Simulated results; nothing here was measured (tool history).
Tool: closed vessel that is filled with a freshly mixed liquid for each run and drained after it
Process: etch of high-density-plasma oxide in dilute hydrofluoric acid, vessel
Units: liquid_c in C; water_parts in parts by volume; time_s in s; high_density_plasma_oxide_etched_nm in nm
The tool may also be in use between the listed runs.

run  hour  liquid_c  water_parts  time_s  high_density_plasma_oxide_etched_nm
  1   0.0      21.0          150     295                               9.3866
  2   4.6      21.0          150     320                              10.2240
  3  11.5      23.0          150     320                              10.9330
  4  19.5      23.0          195     320                               7.9704
  5  23.7      21.5          195     320                               7.6216
  6  28.8      19.5          195     320                               7.0707
  7  32.6      22.0          180     320                               8.5016

The next listed run, before its measurement:
  8  41.5      24.0          165     320                                    ?

high_density_plasma_oxide_etched_nm: 10.2230 nm
